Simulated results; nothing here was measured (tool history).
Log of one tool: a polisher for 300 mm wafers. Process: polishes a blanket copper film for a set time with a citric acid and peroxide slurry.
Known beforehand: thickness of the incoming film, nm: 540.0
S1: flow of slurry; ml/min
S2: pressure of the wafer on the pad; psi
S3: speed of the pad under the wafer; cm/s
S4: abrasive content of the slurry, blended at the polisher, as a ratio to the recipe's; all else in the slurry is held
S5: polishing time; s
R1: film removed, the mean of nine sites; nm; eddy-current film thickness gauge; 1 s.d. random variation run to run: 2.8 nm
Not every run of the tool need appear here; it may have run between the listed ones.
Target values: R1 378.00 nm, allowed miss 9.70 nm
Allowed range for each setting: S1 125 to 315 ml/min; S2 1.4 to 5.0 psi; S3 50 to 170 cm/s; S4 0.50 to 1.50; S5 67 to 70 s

run  hour   S1   S2   S3    S4  S5      R1
  1   0.0  205  3.2  110  1.00  67  205.90
  2   3.4  210  3.4  110  1.00  67  221.50
  3   9.2  215  3.6  110  1.00  67  232.11
  4  11.2  215  3.6   90  1.00  67  189.39
  5  19.5  215  3.8   94  1.00  67  211.18
  6  23.8  215  4.0   96  1.00  67  225.75
  7  30.4  215  4.1  100  1.00  67  238.27
  8  31.8  220  4.2  104  1.00  67  255.87
  9  34.2  220  4.3  106  1.00  67  266.46
 10  34.8  220  4.4  108  1.00  67  277.32

Next run, 5 choices. One meets every target within its allowed miss, the rest don't. Which?
  A  35.4  220  4.7  118  1.05  70   ?
  B  35.4  230  4.7  130  1.00  70   ?
  C  35.4  165  4.3   96  1.15  67   ?
  D  35.4  210  3.0  130  0.90  67   ?
  E  35.4  210  4.1   90  0.75  67   ?

move      R1
   A  341.35
   B  373.08
   C  239.33
   D  221.95
   E  201.48
A: nearer than the last run, and not there yet
B: in spec on every target
C: its largest miss is bigger than the last run's
D: its largest miss is bigger than the last run's
E: its largest miss is bigger than the last run's
So the answer is move B, the one that meets all the targets.
